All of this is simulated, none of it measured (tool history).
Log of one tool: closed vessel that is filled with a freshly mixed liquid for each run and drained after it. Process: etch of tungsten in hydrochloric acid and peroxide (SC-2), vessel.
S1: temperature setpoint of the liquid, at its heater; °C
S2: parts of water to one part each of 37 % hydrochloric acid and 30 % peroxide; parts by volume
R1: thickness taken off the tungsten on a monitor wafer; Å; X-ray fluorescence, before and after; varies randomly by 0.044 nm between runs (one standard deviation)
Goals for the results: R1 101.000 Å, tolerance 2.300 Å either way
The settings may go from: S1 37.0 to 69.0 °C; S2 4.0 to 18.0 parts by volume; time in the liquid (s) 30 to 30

Run 1, day 0.000: S1 53.0 °C, S2 10.0 parts by volume, time in the liquid (s) 30. Result: R1 41.237 Å.
Run 2, day 0.167: S1 50.0 °C, S2 10.0 parts by volume, time in the liquid (s) 30. Result: R1 33.740 Å.
Run 3, day 0.283: S1 54.5 °C, S2 10.0 parts by volume, time in the liquid (s) 30. Result: R1 45.323 Å.
Run 4, day 0.638: S1 61.0 °C, S2 10.0 parts by volume, time in the liquid (s) 30. Result: R1 68.725 Å.
Run 5, day 0.933: S1 64.5 °C, S2 10.0 parts by volume, time in the liquid (s) 30. Result: R1 85.071 Å.
Run 6, day 1.033: S1 64.5 °C, S2 10.0 parts by volume, time in the liquid (s) 30. Result: R1 85.407 Å.
Run 7, day 1.071: S1 65.0 °C, S2 10.0 parts by volume, time in the liquid (s) 30. Result: R1 88.381 Å.
Run 8, day 1.388: S1 65.5 °C, S2 10.0 parts by volume, time in the liquid (s) 30. Result: R1 90.601 Å.
Run 9, day 1.529: S1 66.0 °C, S2 10.0 parts by volume, time in the liquid (s) 30. Result: R1 93.104 Å.
Run 10, day 1.846: S1 66.5 °C, S2 10.0 parts by volume, time in the liquid (s) 30. Result: R1 96.254 Å.

Below are 4 possible settings for the next run. Only one of them brings all results inside the allowed miss of their targets. Which is it?
Run A, day 2.162: S1 66.0 °C, S2 9.5 parts by volume, time in the liquid (s) 30. Result: R1 ?.
Run B, day 2.162: S1 65.5 °C, S2 9.5 parts by volume, time in the liquid (s) 30. Result: R1 ?.
Run C, day 2.162: S1 68.0 °C, S2 11.5 parts by volume, time in the liquid (s) 30. Result: R1 ?.
Run D, day 2.162: S1 68.5 °C, S2 11.0 parts by volume, time in the liquid (s) 30. Result: R1 ?.

move      R1
   A  96.860
   B  93.968
   C  93.063
   D  99.573
A: nearer than the last run, and not there yet
B: moves away from the targets compared with the last run
C: moves away from the targets compared with the last run
D: every result lands within tolerance
Answer: D
